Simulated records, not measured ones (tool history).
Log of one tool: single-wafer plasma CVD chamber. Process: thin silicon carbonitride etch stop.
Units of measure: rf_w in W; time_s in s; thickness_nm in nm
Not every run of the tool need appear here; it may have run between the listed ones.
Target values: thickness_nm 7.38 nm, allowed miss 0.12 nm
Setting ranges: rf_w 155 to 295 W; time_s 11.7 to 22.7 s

{"run": 1, "hour": 0.0, "rf_w": 225, "time_s": 17.2, "thickness_nm": 9.3075}
{"run": 2, "hour": 4.2, "rf_w": 210, "time_s": 16.5, "thickness_nm": 8.7391}
{"run": 3, "hour": 7.5, "rf_w": 210, "time_s": 14.5, "thickness_nm": 7.6644}
{"run": 4, "hour": 13.7, "rf_w": 205, "time_s": 14.5, "thickness_nm": 7.6075}
{"run": 5, "hour": 19.3, "rf_w": 205, "time_s": 16, "thickness_nm": 8.3658}
{"run": 6, "hour": 22.6, "rf_w": 195, "time_s": 15.7, "thickness_nm": 8.0941}
{"run": 7, "hour": 23.5, "rf_w": 160, "time_s": 14.7, "thickness_nm": 7.022}
{"run": 8, "hour": 26.6, "rf_w": 165, "time_s": 14.7, "thickness_nm": 7.1395}
{"run": 9, "hour": 34.8, "rf_w": 170, "time_s": 14.7, "thickness_nm": 7.2041}

5 next moves are on the table. One of them brings every result within its allowed miss. Which?
{"run": "A", "hour": 43.0, "rf_w": 180, "time_s": 14.3, "thickness_nm": "?"}
{"run": "B", "hour": 43.0, "rf_w": 175, "time_s": 14.4, "thickness_nm": "?"}
{"run": "C", "hour": 43.0, "rf_w": 155, "time_s": 14.9, "thickness_nm": "?"}
{"run": "D", "hour": 43.0, "rf_w": 195, "time_s": 13.7, "thickness_nm": "?"}
{"run": "E", "hour": 43.0, "rf_w": 155, "time_s": 15.7, "thickness_nm": "?"}

move=A thickness_nm=7.1235
move=B thickness_nm=7.0997
move=C thickness_nm=7.0218
move=D thickness_nm=7.025
move=E thickness_nm=7.3988
A: further off than the last run
B: further off than the last run
C: further off than the last run
D: further off than the last run
E: every result lands within tolerance
The move that meets every target is E.
